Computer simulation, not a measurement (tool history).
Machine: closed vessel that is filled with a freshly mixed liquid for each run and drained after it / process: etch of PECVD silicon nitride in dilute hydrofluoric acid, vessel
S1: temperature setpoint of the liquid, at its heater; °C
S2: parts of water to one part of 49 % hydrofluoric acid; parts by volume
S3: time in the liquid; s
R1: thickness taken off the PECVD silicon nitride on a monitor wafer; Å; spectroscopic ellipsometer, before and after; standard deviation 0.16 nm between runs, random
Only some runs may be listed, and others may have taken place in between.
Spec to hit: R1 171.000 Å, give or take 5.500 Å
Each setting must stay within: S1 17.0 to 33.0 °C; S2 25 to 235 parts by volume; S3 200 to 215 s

Run 1, hour 0.0: S1 25.0 °C, S2 130 parts by volume, S3 200 s. Result: R1 89.394 Å.
Run 2, hour 7.1: S1 25.0 °C, S2 105 parts by volume, S3 200 s. Result: R1 112.420 Å.
Run 3, hour 8.2: S1 22.0 °C, S2 105 parts by volume, S3 200 s. Result: R1 91.699 Å.
Run 4, hour 14.3: S1 24.5 °C, S2 105 parts by volume, S3 200 s. Result: R1 107.310 Å.
Run 5, hour 20.5: S1 27.5 °C, S2 105 parts by volume, S3 200 s. Result: R1 131.950 Å.
Run 6, hour 25.2: S1 29.5 °C, S2 105 parts by volume, S3 200 s. Result: R1 149.250 Å.
Run 7, hour 30.8: S1 30.0 °C, S2 105 parts by volume, S3 200 s. Result: R1 155.150 Å.
Run 8, hour 34.0: S1 30.5 °C, S2 105 parts by volume, S3 200 s. Result: R1 158.130 Å.
Run 9, hour 38.9: S1 31.0 °C, S2 105 parts by volume, S3 200 s. Result: R1 163.150 Å.

Exercise: of the 5 proposed moves below, exactly one satisfies all targets within the stated allowed misses. Which move is it?
Run A, hour 43.8: S1 27.0 °C, S2 85 parts by volume, S3 200 s. Result: R1 ?.
Run B, hour 43.8: S1 30.0 °C, S2 115 parts by volume, S3 210 s. Result: R1 ?.
Run C, hour 43.8: S1 33.0 °C, S2 120 parts by volume, S3 210 s. Result: R1 ?.
Run D, hour 43.8: S1 30.5 °C, S2 105 parts by volume, S3 200 s. Result: R1 ?.
Run E, hour 43.8: S1 32.0 °C, S2 115 parts by volume, S3 200 s. Result: R1 ?.

move       R1
   A  158.800
   B  149.090
   C  171.670
   D  160.560
   E  160.650
A: lands further from the targets than the last run did
B: lands further from the targets than the last run did
C: every result lands within tolerance
D: lands further from the targets than the last run did
E: lands further from the targets than the last run did
Correct choice: C, which meets every target
